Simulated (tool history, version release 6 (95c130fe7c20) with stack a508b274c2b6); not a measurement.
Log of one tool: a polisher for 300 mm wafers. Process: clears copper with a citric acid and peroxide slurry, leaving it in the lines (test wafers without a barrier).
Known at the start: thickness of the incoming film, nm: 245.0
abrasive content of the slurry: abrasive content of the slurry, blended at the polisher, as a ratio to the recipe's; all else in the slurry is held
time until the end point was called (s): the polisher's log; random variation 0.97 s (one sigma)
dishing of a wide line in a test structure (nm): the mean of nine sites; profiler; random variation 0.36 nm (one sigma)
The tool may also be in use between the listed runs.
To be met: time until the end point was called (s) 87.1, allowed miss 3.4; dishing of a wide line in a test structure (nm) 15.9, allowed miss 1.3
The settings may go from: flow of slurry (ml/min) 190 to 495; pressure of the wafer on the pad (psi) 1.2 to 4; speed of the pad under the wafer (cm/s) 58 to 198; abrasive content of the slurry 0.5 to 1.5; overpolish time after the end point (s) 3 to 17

run,hour,flow of slurry (ml/min),pressure of the wafer on the pad (psi),speed of the pad under the wafer (cm/s),abrasive content of the slurry,overpolish time after the end point (s),time until the end point was called (s),dishing of a wide line in a test structure (nm)
1,0,320,2.6,128,1,9,107.19,16.023
2,1.3,285,2.6,128,1,9,110.75,16.6
3,3.7,300,2.7,128,1,9,103.89,16.365
4,6.6,300,2.2,128,1,9,127.06,14.086
5,8.6,300,2.2,128,1,6,126.98,9.1834
6,16.1,300,2.2,146,1,6,113.88,10.717
7,16.9,300,2.3,146,1,6,112.36,10.875
8,23.1,300,2.4,146,1,6,105.68,11.893
9,27,305,2.5,146,1,6,102.81,11.97
10,30.8,305,2.6,146,1,6,98.511,12.439
11,35.4,310,2.8,146,1,7,94.838,15.069
12,37.2,310,3.1,148,1,7,84.987,16.422

4 next moves are on the table. One of them brings every result within its allowed miss. Which?
A,39,290,3.1,154,1.05,7,?,?
B,39,300,3,144,1,9,?,?
C,39,330,2.7,160,1.05,7,?,?
D,39,320,2.7,162,1.1,9,?,?

move,time until the end point was called (s),dishing of a wide line in a test structure (nm)
A,80.134,17.251
B,87.714,19.809
C,88.023,15.825
D,86.566,19.959
A: further off than the last run
B: brings the result that was furthest off to its target, and leaves another outside
C: meets every target
D: brings the result that was furthest off to its target, and leaves another outside
The right move is C.
